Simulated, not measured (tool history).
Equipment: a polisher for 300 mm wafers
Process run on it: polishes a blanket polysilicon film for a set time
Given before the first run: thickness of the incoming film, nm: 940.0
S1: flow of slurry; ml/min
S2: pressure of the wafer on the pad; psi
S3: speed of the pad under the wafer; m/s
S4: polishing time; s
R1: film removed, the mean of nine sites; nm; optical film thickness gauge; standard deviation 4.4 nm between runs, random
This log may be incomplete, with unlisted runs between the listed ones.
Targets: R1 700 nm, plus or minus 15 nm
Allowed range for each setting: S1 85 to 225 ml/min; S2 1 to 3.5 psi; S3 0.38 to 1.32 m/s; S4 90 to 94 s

run  hour   S1   S2    S3  S4      R1
  1     0  145  2.2  0.84  90  494.66
  2   5.1  145  2.2  0.84  90  496.68
  3  13.6  130  2.2  0.84  90  481.33
  4  16.4  130  2.2  0.94  90  539.11
  5  24.7  130  2.6  0.94  90  629.16
  6  28.1  130  2.6  0.94  94  656.22
  7  30.6  135  2.6  0.94  94  661.41
  8  38.4  140  2.6  0.94  94  655.84

Exactly one of the 4 candidate moves below puts every result within its allowed miss. Which one?
  A  46.2  140  2.5  1.08  93   ?
  B  46.2  140  2.3  1.04  91   ?
  C  46.2  150  2.8  0.94  93   ?
  D  46.2  150  2.3  0.98  93   ?

move      R1
   A  717.43
   B  629.41
   C  699.14
   D  613.14
A: the result that was furthest off in the last run now lies on the other side of its target
B: misses by more than the last run did
C: every result within its allowed miss
D: misses by more than the last run did
Go with C: it meets all targets.
